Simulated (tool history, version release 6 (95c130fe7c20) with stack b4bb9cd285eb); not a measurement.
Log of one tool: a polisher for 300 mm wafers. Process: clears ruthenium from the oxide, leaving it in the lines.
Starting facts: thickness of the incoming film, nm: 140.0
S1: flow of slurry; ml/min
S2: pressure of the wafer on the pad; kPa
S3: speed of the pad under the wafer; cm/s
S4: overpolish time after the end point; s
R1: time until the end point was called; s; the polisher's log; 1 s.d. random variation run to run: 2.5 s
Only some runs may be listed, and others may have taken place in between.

{"run": 1, "hour": 0.0, "S1": 200, "S2": 13.8, "S3": 124, "S4": 23, "R1": 101.22}
{"run": 2, "hour": 1.8, "S1": 200, "S2": 11.0, "S3": 118, "S4": 23, "R1": 130.22}
{"run": 3, "hour": 4.4, "S1": 200, "S2": 11.0, "S3": 140, "S4": 23, "R1": 114.9}
{"run": 4, "hour": 12.4, "S1": 195, "S2": 9.7, "S3": 132, "S4": 23, "R1": 133.65}
{"run": 5, "hour": 16.0, "S1": 195, "S2": 9.7, "S3": 132, "S4": 23, "R1": 134.21}
{"run": 6, "hour": 24.8, "S1": 195, "S2": 9.7, "S3": 132, "S4": 23, "R1": 136.66}

Run 7 is up next; what results do you expect?
{"run": 7, "hour": 31.0, "S1": 190, "S2": 6.2, "S3": 112, "S4": 23, "R1": "?"}

R1: 225.22 s
